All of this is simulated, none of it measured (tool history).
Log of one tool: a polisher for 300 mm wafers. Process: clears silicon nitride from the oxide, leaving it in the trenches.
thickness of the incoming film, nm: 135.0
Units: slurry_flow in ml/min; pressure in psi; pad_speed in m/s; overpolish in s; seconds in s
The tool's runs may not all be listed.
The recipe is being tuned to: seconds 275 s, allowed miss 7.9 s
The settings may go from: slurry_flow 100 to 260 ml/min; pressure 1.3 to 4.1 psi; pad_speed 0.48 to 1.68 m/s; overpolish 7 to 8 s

run 1 hour=0 | slurry_flow=165 pressure=2.7 pad_speed=1.08 overpolish=8 | seconds=157.73
run 2 hour=5.4 | slurry_flow=160 pressure=2.4 pad_speed=1.08 overpolish=8 | seconds=177.53
run 3 hour=9.3 | slurry_flow=200 pressure=2.4 pad_speed=1.08 overpolish=8 | seconds=172.79
run 4 hour=14.6 | slurry_flow=195 pressure=2.1 pad_speed=1.08 overpolish=8 | seconds=198.52
run 5 hour=15.2 | slurry_flow=195 pressure=2.1 pad_speed=1.08 overpolish=7 | seconds=200.67
run 6 hour=16.9 | slurry_flow=195 pressure=1.9 pad_speed=1.08 overpolish=7 | seconds=218.15
run 7 hour=22 | slurry_flow=190 pressure=1.8 pad_speed=1.08 overpolish=7 | seconds=231.22
run 8 hour=31 | slurry_flow=185 pressure=1.7 pad_speed=1.08 overpolish=7 | seconds=240.48
run 9 hour=32 | slurry_flow=180 pressure=1.6 pad_speed=1.08 overpolish=7 | seconds=256.16
run 10 hour=37 | slurry_flow=175 pressure=1.6 pad_speed=1.08 overpolish=7 | seconds=261.57
run 11 hour=45.1 | slurry_flow=170 pressure=1.6 pad_speed=1.08 overpolish=7 | seconds=262.68
run 12 hour=52 | slurry_flow=165 pressure=1.6 pad_speed=1.08 overpolish=7 | seconds=261.76
run 13 hour=56.6 | slurry_flow=150 pressure=1.5 pad_speed=1.08 overpolish=7 | seconds=284.04

Below are 5 possible settings for the next run. Only one of them brings all results inside the allowed miss of their targets. Which is it?
run A hour=61.2 | slurry_flow=200 pressure=1.4 pad_speed=1.08 overpolish=7 | seconds=?
run B hour=61.2 | slurry_flow=160 pressure=1.7 pad_speed=0.96 overpolish=8 | seconds=?
run C hour=61.2 | slurry_flow=145 pressure=1.4 pad_speed=1.12 overpolish=8 | seconds=?
run D hour=61.2 | slurry_flow=155 pressure=1.5 pad_speed=1.06 overpolish=7 | seconds=?
run E hour=61.2 | slurry_flow=195 pressure=1.6 pad_speed=1.08 overpolish=7 | seconds=?

move=A seconds=290.05
move=B seconds=280.15
move=C seconds=295.55
move=D seconds=288.35
move=E seconds=256.51
A: moves away from the targets compared with the last run
B: all results land within tolerance of their targets
C: moves away from the targets compared with the last run
D: moves away from the targets compared with the last run
E: the result that was furthest off in the last run now lies on the other side of its target
B meets every target.
